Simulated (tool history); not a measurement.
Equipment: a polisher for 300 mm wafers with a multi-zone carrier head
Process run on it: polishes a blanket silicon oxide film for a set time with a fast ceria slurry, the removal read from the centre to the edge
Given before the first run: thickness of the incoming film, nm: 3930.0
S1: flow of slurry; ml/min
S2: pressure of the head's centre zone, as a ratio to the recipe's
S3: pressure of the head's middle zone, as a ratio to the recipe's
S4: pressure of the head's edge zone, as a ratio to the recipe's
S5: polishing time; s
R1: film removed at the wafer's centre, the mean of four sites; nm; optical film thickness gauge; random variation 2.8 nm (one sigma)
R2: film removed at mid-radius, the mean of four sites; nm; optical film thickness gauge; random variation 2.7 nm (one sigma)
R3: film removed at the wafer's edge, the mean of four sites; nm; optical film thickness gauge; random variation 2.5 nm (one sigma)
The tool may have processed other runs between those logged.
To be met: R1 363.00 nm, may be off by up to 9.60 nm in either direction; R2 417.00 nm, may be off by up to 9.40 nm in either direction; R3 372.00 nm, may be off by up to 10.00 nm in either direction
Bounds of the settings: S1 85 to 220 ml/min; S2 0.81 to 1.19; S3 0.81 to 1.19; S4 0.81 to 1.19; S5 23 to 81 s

run    day   S1    S2    S3    S4  S5      R1      R2      R3
  1  0.000  140  1.00  1.00  1.00  52  540.16  522.91  523.74
  2  0.025  135  0.96  1.01  0.95  48  477.65  482.49  463.27
  3  0.254  125  0.92  1.01  0.91  47  431.85  462.47  442.15
  4  0.512  125  0.92  1.01  0.94  47  437.13  462.62  452.89
  5  0.575  125  0.92  1.01  1.00  47  428.95  464.80  459.96
  6  0.871  120  0.91  1.02  0.95  45  400.16  443.45  428.55
  7  1.004  115  0.91  1.03  0.91  44  393.86  434.88  408.89
  8  1.225  105  0.91  1.04  0.89  44  377.41  423.34  395.63

Of the 5 settings listed for the next run, only one would bring every result within its allowed miss of target. Which one?
  A  1.446   95  0.85  1.02  0.83  46   ?   ?   ?
  B  1.446  125  0.87  1.02  0.81  42   ?   ?   ?
  C  1.446  115  0.87  0.95  0.92  46   ?   ?   ?
  D  1.446   85  0.90  1.11  0.90  46   ?   ?   ?
  E  1.446  115  0.93  1.12  0.81  42   ?   ?   ?

move      R1      R2      R3
   A  354.31  425.14  393.05
   B  363.36  420.64  375.10
   C  387.96  424.50  428.88
   D  358.14  438.53  396.45
   E  379.32  445.60  368.95
A: closer than the last run, but not yet in spec
B: every result within its allowed miss
C: lands further from the targets than the last run did
D: about as far from the targets as the last run
E: puts the biggest miss on target and leaves a different result outside tolerance
B is the move that brings every result within its allowed miss.

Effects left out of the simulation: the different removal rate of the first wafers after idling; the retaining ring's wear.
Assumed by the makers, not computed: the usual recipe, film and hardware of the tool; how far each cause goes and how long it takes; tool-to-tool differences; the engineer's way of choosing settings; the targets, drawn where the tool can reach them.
